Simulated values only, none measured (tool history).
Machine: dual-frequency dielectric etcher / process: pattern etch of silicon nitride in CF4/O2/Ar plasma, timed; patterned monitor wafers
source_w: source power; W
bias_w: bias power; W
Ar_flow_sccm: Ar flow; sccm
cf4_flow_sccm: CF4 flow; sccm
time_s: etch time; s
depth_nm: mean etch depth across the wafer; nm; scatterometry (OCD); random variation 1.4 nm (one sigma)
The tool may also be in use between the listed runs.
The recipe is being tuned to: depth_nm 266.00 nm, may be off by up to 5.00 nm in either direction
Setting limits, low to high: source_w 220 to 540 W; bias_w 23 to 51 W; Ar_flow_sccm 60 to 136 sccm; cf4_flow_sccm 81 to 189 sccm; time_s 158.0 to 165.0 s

run 1 day=0.000 | source_w=380 bias_w=37 Ar_flow_sccm=98 cf4_flow_sccm=135 time_s=158.0 | depth_nm=213.11
run 2 day=0.238 | source_w=320 bias_w=37 Ar_flow_sccm=98 cf4_flow_sccm=135 time_s=158.0 | depth_nm=185.77
run 3 day=0.492 | source_w=340 bias_w=37 Ar_flow_sccm=98 cf4_flow_sccm=135 time_s=158.0 | depth_nm=195.84
run 4 day=0.654 | source_w=340 bias_w=42 Ar_flow_sccm=98 cf4_flow_sccm=135 time_s=158.0 | depth_nm=206.62
run 5 day=1.025 | source_w=400 bias_w=42 Ar_flow_sccm=98 cf4_flow_sccm=135 time_s=158.0 | depth_nm=235.65
run 6 day=1.262 | source_w=400 bias_w=42 Ar_flow_sccm=90 cf4_flow_sccm=135 time_s=158.0 | depth_nm=239.71
run 7 day=1.525 | source_w=410 bias_w=42 Ar_flow_sccm=90 cf4_flow_sccm=135 time_s=158.0 | depth_nm=247.49
run 8 day=1.888 | source_w=430 bias_w=42 Ar_flow_sccm=90 cf4_flow_sccm=135 time_s=158.0 | depth_nm=255.28
run 9 day=2.112 | source_w=440 bias_w=42 Ar_flow_sccm=90 cf4_flow_sccm=135 time_s=158.0 | depth_nm=260.04

Consider the 5 candidate settings below. Which is the only one whose results all fall within their allowed miss of target?
run A day=2.338 | source_w=460 bias_w=43 Ar_flow_sccm=97 cf4_flow_sccm=158 time_s=158.0 | depth_nm=?
run B day=2.338 | source_w=430 bias_w=42 Ar_flow_sccm=93 cf4_flow_sccm=126 time_s=160.5 | depth_nm=?
run C day=2.338 | source_w=470 bias_w=46 Ar_flow_sccm=97 cf4_flow_sccm=107 time_s=162.0 | depth_nm=?
run D day=2.338 | source_w=430 bias_w=43 Ar_flow_sccm=92 cf4_flow_sccm=154 time_s=159.5 | depth_nm=?
run E day=2.338 | source_w=480 bias_w=41 Ar_flow_sccm=94 cf4_flow_sccm=138 time_s=160.0 | depth_nm=?

move=A depth_nm=276.31
move=B depth_nm=255.18
move=C depth_nm=276.90
move=D depth_nm=264.38
move=E depth_nm=280.81
A: pushes the last run's worst result past its target
B: misses by more than the last run did
C: pushes the last run's worst result past its target
D: each result inside its tolerance
E: pushes the last run's worst result past its target
D is the move that brings every result within its allowed miss.

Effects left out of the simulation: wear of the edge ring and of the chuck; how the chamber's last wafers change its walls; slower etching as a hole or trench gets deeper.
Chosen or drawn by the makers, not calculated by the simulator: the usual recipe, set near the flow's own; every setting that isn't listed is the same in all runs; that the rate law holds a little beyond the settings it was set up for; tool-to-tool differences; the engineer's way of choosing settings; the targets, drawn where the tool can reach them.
